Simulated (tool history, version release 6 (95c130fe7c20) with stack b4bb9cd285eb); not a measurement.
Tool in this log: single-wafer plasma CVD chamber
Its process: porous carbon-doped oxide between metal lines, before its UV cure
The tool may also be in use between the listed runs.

run,hour,heater temperature setpoint (K),RF power (W),deposition time (s),mean film thickness on the monitor wafer (nm)
1,0.0,568.15,625,35.0,219.20
2,8.0,568.15,665,35.0,234.53
3,10.1,575.15,640,34.9,214.00
4,14.9,580.15,630,34.9,205.37
5,22.6,583.15,620,34.9,200.24
6,31.0,589.15,620,34.9,194.90

Predict the results of run 7:
7,39.2,590.15,610,34.9,?

mean film thickness on the monitor wafer (nm): 190.94

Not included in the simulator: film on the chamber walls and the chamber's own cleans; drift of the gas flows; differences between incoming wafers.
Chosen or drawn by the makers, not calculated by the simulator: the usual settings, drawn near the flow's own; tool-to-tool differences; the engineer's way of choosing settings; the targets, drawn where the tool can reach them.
